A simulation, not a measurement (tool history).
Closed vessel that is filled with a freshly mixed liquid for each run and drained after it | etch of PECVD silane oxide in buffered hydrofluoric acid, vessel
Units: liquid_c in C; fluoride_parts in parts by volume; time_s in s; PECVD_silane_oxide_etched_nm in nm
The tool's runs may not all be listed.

{"run": 1, "hour": 0.0, "liquid_c": 20.0, "fluoride_parts": 16.5, "time_s": 95, "PECVD_silane_oxide_etched_nm": 197.2}
{"run": 2, "hour": 6.0, "liquid_c": 19.0, "fluoride_parts": 17.5, "time_s": 95, "PECVD_silane_oxide_etched_nm": 176.13}
{"run": 3, "hour": 8.7, "liquid_c": 22.0, "fluoride_parts": 17.5, "time_s": 95, "PECVD_silane_oxide_etched_nm": 208.16}
{"run": 4, "hour": 16.0, "liquid_c": 23.5, "fluoride_parts": 17.5, "time_s": 95, "PECVD_silane_oxide_etched_nm": 225.82}
{"run": 5, "hour": 21.0, "liquid_c": 23.5, "fluoride_parts": 17.5, "time_s": 95, "PECVD_silane_oxide_etched_nm": 227.58}
{"run": 6, "hour": 22.3, "liquid_c": 23.5, "fluoride_parts": 17.5, "time_s": 100, "PECVD_silane_oxide_etched_nm": 237.76}
{"run": 7, "hour": 31.1, "liquid_c": 21.5, "fluoride_parts": 19.0, "time_s": 100, "PECVD_silane_oxide_etched_nm": 196.45}
{"run": 8, "hour": 39.9, "liquid_c": 20.0, "fluoride_parts": 19.5, "time_s": 100, "PECVD_silane_oxide_etched_nm": 175.97}

Forecast run 9:
{"run": 9, "hour": 48.5, "liquid_c": 19.0, "fluoride_parts": 20.0, "time_s": 100, "PECVD_silane_oxide_etched_nm": "?"}

PECVD_silane_oxide_etched_nm: 162.04 nm
